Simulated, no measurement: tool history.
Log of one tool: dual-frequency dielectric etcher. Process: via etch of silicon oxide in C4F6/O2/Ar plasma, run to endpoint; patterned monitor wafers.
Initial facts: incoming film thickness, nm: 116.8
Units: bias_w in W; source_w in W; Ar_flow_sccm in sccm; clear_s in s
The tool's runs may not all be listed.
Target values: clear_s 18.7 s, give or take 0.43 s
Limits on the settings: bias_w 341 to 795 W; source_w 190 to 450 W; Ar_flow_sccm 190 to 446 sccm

run	hour	bias_w	source_w	Ar_flow_sccm	clear_s
1	0	568	320	318	25.586
2	2.1	598	340	313	23.95
3	10.7	598	340	346	24.492
4	13.4	670	340	346	23.136
5	19.1	609	340	346	24.318
6	25.2	631	350	343	23.745
# hour 33.4: wet clean of the chamber
7	33.4	653	360	337	21.713
8	34.3	670	360	337	21.453
9	42.8	685	360	337	21.317

Which one of the following 4 next-run settings gets every result inside its allowed miss? There is exactly one.
A	51.3	597	310	357	?
B	51.3	626	300	374	?
C	51.3	634	370	344	?
D	51.3	760	420	325	?

move	clear_s
A	24.368
B	24.241
C	21.888
D	18.853
A: lands further from the targets than the last run did
B: lands further from the targets than the last run did
C: lands further from the targets than the last run did
D: each result inside its tolerance
Go with D: it meets all targets.
